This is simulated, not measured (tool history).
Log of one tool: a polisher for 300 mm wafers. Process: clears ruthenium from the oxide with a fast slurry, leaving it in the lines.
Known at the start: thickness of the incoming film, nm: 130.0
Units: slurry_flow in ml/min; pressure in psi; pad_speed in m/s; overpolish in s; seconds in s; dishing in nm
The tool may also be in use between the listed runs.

{"run": 1, "day": 0.0, "slurry_flow": 270, "pressure": 1.7, "pad_speed": 0.9, "slurry_solids": 1.0, "overpolish": 10, "seconds": 53.988, "dishing": 20.164}
{"run": 2, "day": 0.288, "slurry_flow": 270, "pressure": 1.7, "pad_speed": 0.9, "slurry_solids": 1.0, "overpolish": 9, "seconds": 54.61, "dishing": 19.013}
{"run": 3, "day": 0.35, "slurry_flow": 270, "pressure": 1.5, "pad_speed": 0.9, "slurry_solids": 1.0, "overpolish": 9, "seconds": 60.467, "dishing": 17.249}
{"run": 4, "day": 0.725, "slurry_flow": 270, "pressure": 1.5, "pad_speed": 0.78, "slurry_solids": 1.0, "overpolish": 9, "seconds": 71.286, "dishing": 14.923}
{"run": 5, "day": 1.054, "slurry_flow": 270, "pressure": 1.6, "pad_speed": 0.78, "slurry_solids": 1.0, "overpolish": 8, "seconds": 67.802, "dishing": 13.853}
{"run": 6, "day": 1.329, "slurry_flow": 270, "pressure": 1.7, "pad_speed": 0.78, "slurry_solids": 1.0, "overpolish": 8, "seconds": 62.787, "dishing": 15.077}
{"run": 7, "day": 1.425, "slurry_flow": 270, "pressure": 1.8, "pad_speed": 0.78, "slurry_solids": 1.0, "overpolish": 8, "seconds": 60.233, "dishing": 15.322}

Run 8 comes next. What will it give?
{"run": 8, "day": 1.742, "slurry_flow": 270, "pressure": 1.9, "pad_speed": 0.78, "slurry_solids": 1.0, "overpolish": 8, "seconds": "?", "dishing": "?"}

Run 8 gave seconds 56.623 s, dishing 16.405 nm.

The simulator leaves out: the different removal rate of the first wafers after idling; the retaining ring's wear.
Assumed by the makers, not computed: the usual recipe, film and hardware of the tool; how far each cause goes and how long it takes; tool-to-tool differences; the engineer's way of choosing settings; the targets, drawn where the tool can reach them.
